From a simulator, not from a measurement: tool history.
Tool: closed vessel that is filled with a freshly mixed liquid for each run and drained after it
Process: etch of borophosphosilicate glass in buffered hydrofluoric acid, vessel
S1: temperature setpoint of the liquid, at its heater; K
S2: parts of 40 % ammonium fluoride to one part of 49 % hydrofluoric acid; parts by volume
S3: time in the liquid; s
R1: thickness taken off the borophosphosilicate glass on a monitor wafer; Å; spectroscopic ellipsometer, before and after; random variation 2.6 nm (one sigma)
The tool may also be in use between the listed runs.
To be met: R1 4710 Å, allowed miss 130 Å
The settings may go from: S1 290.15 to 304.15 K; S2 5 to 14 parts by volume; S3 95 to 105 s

| run | hour | S1 | S2 | S3 | R1 |
|---|---|---|---|---|---|
| 1 | 0 | 296.15 | 8.5 | 95 | 3591 |
| 2 | 7.2 | 296.15 | 8.5 | 105 | 3986 |
| 3 | 13.9 | 296.15 | 8.5 | 105 | 3963.9 |
| 4 | 15.9 | 293.15 | 8.5 | 105 | 3360.6 |
| 5 | 18.1 | 294.65 | 8.5 | 105 | 3676.9 |
| 6 | 20.1 | 294.65 | 8.5 | 95 | 3310.5 |
| 7 | 24.4 | 296.65 | 8.5 | 95 | 3667.5 |
| 8 | 32.3 | 298.15 | 8.5 | 95 | 3992.9 |

4 next moves are on the table. One of them brings every result within its allowed miss. Which?
| A | 40.2 | 296.15 | 7 | 95 | ? |
| B | 40.2 | 298.15 | 9 | 95 | ? |
| C | 40.2 | 300.65 | 12.5 | 95 | ? |
| D | 40.2 | 299.15 | 8.5 | 105 | ? |

| move | R1 |
|---|---|
| A | 4463.3 |
| B | 3775.1 |
| C | 3239.3 |
| D | 4685.4 |
A: nearer than the last run, and not there yet
B: further off than the last run
C: further off than the last run
D: meets every target
The right move is D.
